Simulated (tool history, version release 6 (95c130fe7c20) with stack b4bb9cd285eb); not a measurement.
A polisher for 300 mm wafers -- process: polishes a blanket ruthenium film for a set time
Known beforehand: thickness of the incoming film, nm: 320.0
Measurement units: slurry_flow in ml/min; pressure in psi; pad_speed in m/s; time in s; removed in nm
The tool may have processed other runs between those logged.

run	hour	slurry_flow	pressure	pad_speed	time	removed
1	0	135	1.6	0.78	50	33.81
2	4.7	135	1.8	0.78	50	37.868
3	10.8	150	1.8	0.78	50	38.021
4	12.7	150	1.9	0.78	50	40.255
5	19.9	150	2	0.78	50	42.798
6	24.3	180	2	0.78	50	43.156
# hour 25.7: slurry nozzle cleaned
7	25.7	180	2.1	0.78	50	49.403

For run 8, what comes out?
8	27.5	180	2.2	0.78	50	?

{"run 8": {"removed": 52.635}}
